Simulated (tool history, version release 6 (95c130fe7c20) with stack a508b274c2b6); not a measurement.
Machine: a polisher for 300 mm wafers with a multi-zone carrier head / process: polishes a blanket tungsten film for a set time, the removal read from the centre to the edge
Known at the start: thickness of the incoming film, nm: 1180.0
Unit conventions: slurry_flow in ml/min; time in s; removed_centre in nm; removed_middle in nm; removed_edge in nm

run	day	slurry_flow	centre_zone	middle_zone	edge_zone	slurry_solids	time	removed_centre	removed_middle	removed_edge
1	0.000	185	1.00	1.00	1.00	1.00	62	339.86	338.18	322.06
2	0.262	185	0.99	1.00	0.99	0.95	62	332.24	328.60	327.53
3	0.542	185	0.99	0.97	0.99	0.95	62	335.14	325.39	320.97
4	0.729	185	0.91	0.97	0.99	0.95	62	309.54	328.36	321.31
5	1.092	185	0.91	0.97	0.97	0.90	61	301.52	312.70	302.72
6	1.204	180	0.90	0.97	0.96	0.90	61	293.81	310.84	307.47
7	1.404	190	0.90	0.98	0.95	0.85	60	288.53	314.32	299.76
8	1.708	185	0.90	0.98	0.94	0.85	60	283.29	312.77	295.14
9	1.779	140	0.90	0.92	0.84	0.70	59	248.90	260.76	255.10
10	1.850	145	0.90	0.92	0.84	0.70	59	250.42	262.43	257.17

Forecast run 11:
11	2.142	150	0.90	0.92	0.84	0.70	59	?	?	?

removed_centre: 263.29 nm
removed_middle: 266.66 nm
removed_edge: 255.52 nm
